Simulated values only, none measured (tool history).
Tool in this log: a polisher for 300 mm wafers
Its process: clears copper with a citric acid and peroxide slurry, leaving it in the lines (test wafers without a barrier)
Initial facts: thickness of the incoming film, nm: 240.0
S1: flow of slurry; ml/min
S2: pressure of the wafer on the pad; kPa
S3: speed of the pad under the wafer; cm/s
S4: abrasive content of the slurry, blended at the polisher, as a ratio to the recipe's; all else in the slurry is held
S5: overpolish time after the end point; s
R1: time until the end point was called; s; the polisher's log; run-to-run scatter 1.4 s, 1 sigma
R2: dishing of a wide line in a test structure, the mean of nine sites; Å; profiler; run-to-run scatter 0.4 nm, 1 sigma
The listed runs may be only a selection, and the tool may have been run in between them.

run	hour	S1	S2	S3	S4	S5	R1	R2
1	0.0	315	17.2	138	1.0	24	113.400	339.61
2	6.1	315	17.9	144	1.0	20	104.230	300.42
3	12.9	315	17.9	144	1.0	25	105.930	371.50
4	17.9	315	17.9	144	1.0	17	102.790	267.35
5	19.6	315	20.0	144	1.0	17	96.258	294.36
6	22.6	315	20.0	144	1.0	9	93.571	159.87
7	30.1	315	21.4	144	1.0	9	89.222	175.13

Expected results for the next run?
8	32.3	315	22.1	144	1.0	9	?	?

R1: 82.998 s
R2: 186.97 Å
